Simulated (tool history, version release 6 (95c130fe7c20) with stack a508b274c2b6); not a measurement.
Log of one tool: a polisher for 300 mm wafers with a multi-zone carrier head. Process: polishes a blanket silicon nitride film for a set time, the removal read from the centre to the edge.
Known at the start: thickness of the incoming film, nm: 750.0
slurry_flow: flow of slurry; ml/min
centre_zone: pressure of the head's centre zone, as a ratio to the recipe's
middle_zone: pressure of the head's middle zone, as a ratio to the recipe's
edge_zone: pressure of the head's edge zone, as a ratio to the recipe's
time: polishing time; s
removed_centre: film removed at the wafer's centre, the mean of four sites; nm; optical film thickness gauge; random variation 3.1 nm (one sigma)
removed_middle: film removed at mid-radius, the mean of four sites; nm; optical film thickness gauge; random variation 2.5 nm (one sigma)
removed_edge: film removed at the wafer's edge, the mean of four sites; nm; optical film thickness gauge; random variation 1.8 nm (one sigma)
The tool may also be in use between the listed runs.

Run 1, hour 0.0: slurry_flow 295 ml/min, centre_zone 1.00, middle_zone 1.00, edge_zone 1.00, time 80 s. Result: removed_centre 141.72 nm, removed_middle 140.98 nm, removed_edge 140.62 nm.
Run 2, hour 3.6: slurry_flow 300 ml/min, centre_zone 1.02, middle_zone 0.99, edge_zone 1.02, time 83 s. Result: removed_centre 150.08 nm, removed_middle 145.64 nm, removed_edge 149.09 nm.
Run 3, hour 6.0: slurry_flow 300 ml/min, centre_zone 1.02, middle_zone 0.99, edge_zone 1.02, time 102 s. Result: removed_centre 185.89 nm, removed_middle 175.73 nm, removed_edge 181.40 nm.
Run 4, hour 9.3: slurry_flow 300 ml/min, centre_zone 1.02, middle_zone 0.99, edge_zone 1.02, time 89 s. Result: removed_centre 161.47 nm, removed_middle 158.16 nm, removed_edge 157.97 nm.
Run 5, hour 13.2: slurry_flow 300 ml/min, centre_zone 1.07, middle_zone 0.99, edge_zone 1.02, time 89 s. Result: removed_centre 168.99 nm, removed_middle 155.68 nm, removed_edge 159.11 nm.
Run 6, hour 18.4: slurry_flow 300 ml/min, centre_zone 1.07, middle_zone 1.05, edge_zone 1.02, time 89 s. Result: removed_centre 169.01 nm, removed_middle 157.86 nm, removed_edge 159.23 nm.
Run 7, hour 25.3: slurry_flow 305 ml/min, centre_zone 1.09, middle_zone 1.04, edge_zone 1.04, time 91 s. Result: removed_centre 173.48 nm, removed_middle 164.20 nm, removed_edge 164.51 nm.

Forecast run 8:
Run 8, hour 33.5: slurry_flow 300 ml/min, centre_zone 1.10, middle_zone 1.02, edge_zone 1.05, time 93 s. Result: removed_centre ?, removed_middle ?, removed_edge ?.

Run 8 gave removed_centre 182.03 nm, removed_middle 164.37 nm, removed_edge 169.24 nm.

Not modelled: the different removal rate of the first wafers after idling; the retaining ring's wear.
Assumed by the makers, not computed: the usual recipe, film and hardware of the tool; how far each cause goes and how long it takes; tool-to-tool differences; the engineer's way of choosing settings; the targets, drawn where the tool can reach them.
